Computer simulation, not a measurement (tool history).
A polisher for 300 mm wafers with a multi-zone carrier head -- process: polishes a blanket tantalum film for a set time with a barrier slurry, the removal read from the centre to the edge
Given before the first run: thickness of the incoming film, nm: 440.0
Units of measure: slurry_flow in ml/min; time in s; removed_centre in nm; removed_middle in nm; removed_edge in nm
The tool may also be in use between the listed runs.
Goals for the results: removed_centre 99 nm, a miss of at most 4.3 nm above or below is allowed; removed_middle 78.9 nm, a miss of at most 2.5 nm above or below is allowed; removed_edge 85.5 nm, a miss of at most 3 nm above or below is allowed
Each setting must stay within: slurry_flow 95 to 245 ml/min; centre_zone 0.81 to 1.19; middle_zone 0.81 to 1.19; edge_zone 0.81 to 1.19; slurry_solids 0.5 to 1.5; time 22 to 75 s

run  hour  slurry_flow  centre_zone  middle_zone  edge_zone  slurry_solids  time  removed_centre  removed_middle  removed_edge
  1     0          155            1            1          1              1    48          73.828          73.176        72.263
  2   1.6          155            1            1       1.03              1    48          73.407           73.49        73.195
  3   9.3          160         1.02         0.99       1.04              1    48          76.396          74.031        73.532
  4  16.4          160         1.02         0.99       1.04              1    41          64.121          62.971        63.194
  5  23.7          165         1.04         0.98       1.05           1.05    42          68.149          64.971        65.623
  6  32.4          165         0.96         0.98       1.05           1.05    42           63.69          63.962        65.204
  7  37.1          170         0.99         0.97       1.06            1.1    43          68.329          66.405        70.011
  8  41.2          180         1.02         0.97       1.06           1.15    43          71.661          68.221        69.488
  9  49.7          180         1.04         0.96       1.07            1.2    44          74.186          69.744        71.373
 10  55.7          185         1.06         0.95       1.08           1.25    45          77.554          71.948        74.482
 11  58.1          190         1.08         0.94       1.08            1.3    45          79.832           70.55        74.783
 12  65.2          195         1.09         0.94       1.09           1.35    46          83.961          73.599        79.485
 13  69.5          200          1.1         0.94       1.09           1.35    46          88.191          73.713        79.571
 14  78.1          205          1.1         0.94        1.1           1.35    46          86.611          74.794        79.006
 15  84.1          205         1.11         0.94        1.1           1.35    46          86.895          74.059         78.37

5 next moves are on the table. One of them brings every result within its allowed miss. Which?
  A  90.1          225         1.16         1.08       1.08           1.25    46               ?               ?             ?
  B  90.1          195         1.07         0.94       1.14            1.4    48               ?               ?             ?
  C  90.1          230         1.15         1.05       1.01           1.15    41               ?               ?             ?
  D  90.1          245         1.17         0.93       1.13           1.35    48               ?               ?             ?
  E  90.1          245         1.12         0.98       1.04           1.25    51               ?               ?             ?

move  removed_centre  removed_middle  removed_edge
   A          91.222          84.324        77.157
   B          88.211          78.922        83.931
   C          79.257          72.157        65.426
   D          98.567          79.601        84.519
   E           98.57          86.917        84.661
A: no better and no worse than the last run
B: moves toward the targets from the last run without getting all of them in spec
C: its largest miss is bigger than the last run's
D: in spec on every target
E: corrects the largest miss of the last run, while another result sits out of spec
The move that meets every target is D.

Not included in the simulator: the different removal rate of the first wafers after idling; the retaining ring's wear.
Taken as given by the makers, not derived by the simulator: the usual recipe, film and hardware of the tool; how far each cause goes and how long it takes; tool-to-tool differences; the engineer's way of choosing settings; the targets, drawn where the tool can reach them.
